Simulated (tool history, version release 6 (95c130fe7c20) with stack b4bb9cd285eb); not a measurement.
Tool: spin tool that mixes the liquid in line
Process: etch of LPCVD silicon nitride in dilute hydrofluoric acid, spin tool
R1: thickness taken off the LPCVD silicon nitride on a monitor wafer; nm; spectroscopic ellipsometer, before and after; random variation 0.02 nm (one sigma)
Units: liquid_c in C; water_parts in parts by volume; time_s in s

Run 1, hour 0.0: liquid_c 23.0 C, water_parts 75 parts by volume, time_s 95 s. Result: R1 0.54943 nm.
Run 2, hour 5.4: liquid_c 24.0 C, water_parts 75 parts by volume, time_s 95 s. Result: R1 0.57153 nm.
Run 3, hour 11.3: liquid_c 24.0 C, water_parts 75 parts by volume, time_s 95 s. Result: R1 0.59518 nm.
Run 4, hour 12.6: liquid_c 25.0 C, water_parts 75 parts by volume, time_s 95 s. Result: R1 0.61802 nm.
Run 5, hour 16.3: liquid_c 26.0 C, water_parts 75 parts by volume, time_s 95 s. Result: R1 0.68527 nm.
Run 6, hour 23.9: liquid_c 26.0 C, water_parts 100 parts by volume, time_s 95 s. Result: R1 0.51253 nm.
Run 7, hour 28.6: liquid_c 27.0 C, water_parts 95 parts by volume, time_s 95 s. Result: R1 0.54775 nm.

Forecast run 8:
Run 8, hour 36.6: liquid_c 27.5 C, water_parts 90 parts by volume, time_s 95 s. Result: R1 ?.

R1: 0.63098 nm
